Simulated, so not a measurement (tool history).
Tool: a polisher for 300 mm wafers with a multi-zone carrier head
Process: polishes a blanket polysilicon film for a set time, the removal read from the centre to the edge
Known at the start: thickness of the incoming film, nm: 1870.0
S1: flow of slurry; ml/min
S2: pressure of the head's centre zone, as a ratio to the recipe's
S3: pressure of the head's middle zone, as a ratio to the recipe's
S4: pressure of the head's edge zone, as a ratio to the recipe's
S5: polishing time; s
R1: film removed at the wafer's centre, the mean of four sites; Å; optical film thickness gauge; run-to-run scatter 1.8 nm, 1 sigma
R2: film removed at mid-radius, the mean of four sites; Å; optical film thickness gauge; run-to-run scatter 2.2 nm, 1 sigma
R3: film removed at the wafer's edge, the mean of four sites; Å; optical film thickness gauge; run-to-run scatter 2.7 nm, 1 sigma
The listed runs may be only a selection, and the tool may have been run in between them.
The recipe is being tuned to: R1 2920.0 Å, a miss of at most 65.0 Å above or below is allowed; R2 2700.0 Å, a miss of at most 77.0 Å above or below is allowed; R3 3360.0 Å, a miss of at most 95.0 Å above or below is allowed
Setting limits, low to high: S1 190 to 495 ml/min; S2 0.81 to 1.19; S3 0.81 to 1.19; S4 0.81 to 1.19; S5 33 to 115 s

| run | hour | S1 | S2 | S3 | S4 | S5 | R1 | R2 | R3 |
|---|---|---|---|---|---|---|---|---|---|
| 1 | 0.0 | 320 | 1.00 | 1.00 | 1.00 | 73 | 5556.6 | 5254.5 | 5456.2 |
| 2 | 8.2 | 320 | 1.00 | 1.00 | 0.93 | 73 | 5677.0 | 5250.1 | 5323.6 |
| 3 | 10.9 | 320 | 1.06 | 1.00 | 0.93 | 73 | 5925.6 | 5209.9 | 5177.0 |
| 4 | 18.7 | 310 | 1.02 | 0.97 | 0.93 | 66 | 5155.4 | 4654.9 | 4745.7 |
| 5 | 26.1 | 240 | 1.02 | 0.97 | 0.93 | 66 | 5008.9 | 4510.7 | 4645.0 |
| 6 | 33.7 | 240 | 1.02 | 0.97 | 0.93 | 76 | 5690.9 | 5158.6 | 5364.9 |
| 7 | 37.6 | 235 | 1.00 | 0.94 | 0.95 | 69 | 5101.7 | 4587.0 | 4889.6 |
| 8 | 39.7 | 225 | 0.98 | 0.92 | 0.98 | 63 | 4544.6 | 4030.5 | 4500.2 |
| 9 | 42.5 | 220 | 0.95 | 0.90 | 0.98 | 59 | 4112.6 | 3760.6 | 4225.8 |
| 10 | 45.0 | 215 | 0.93 | 0.88 | 0.99 | 56 | 3804.1 | 3486.9 | 4041.1 |
| 11 | 50.3 | 210 | 0.92 | 0.87 | 0.99 | 54 | 3597.2 | 3291.0 | 3834.4 |
| 12 | 51.9 | 190 | 0.84 | 0.81 | 1.03 | 45 | 2669.0 | 2514.4 | 3255.4 |

Which one of the following 4 next-run settings gets every result inside its allowed miss? There is exactly one.
| A | 53.5 | 195 | 0.91 | 0.83 | 1.07 | 43 | ? | ? | ? |
| B | 53.5 | 190 | 0.82 | 0.81 | 1.04 | 43 | ? | ? | ? |
| C | 53.5 | 190 | 0.88 | 0.83 | 1.02 | 47 | ? | ? | ? |
| D | 53.5 | 190 | 0.82 | 0.81 | 1.07 | 48 | ? | ? | ? |

| move | R1 | R2 | R3 |
|---|---|---|---|
| A | 2755.1 | 2468.5 | 3170.8 |
| B | 2466.3 | 2409.2 | 3115.9 |
| C | 2895.3 | 2685.5 | 3372.7 |
| D | 2753.1 | 2689.3 | 3527.6 |
A: gains on the last run, yet a result remains outside its allowed miss
B: its largest miss is bigger than the last run's
C: meets every target
D: gains on the last run, yet a result remains outside its allowed miss
Move C is the one to make.
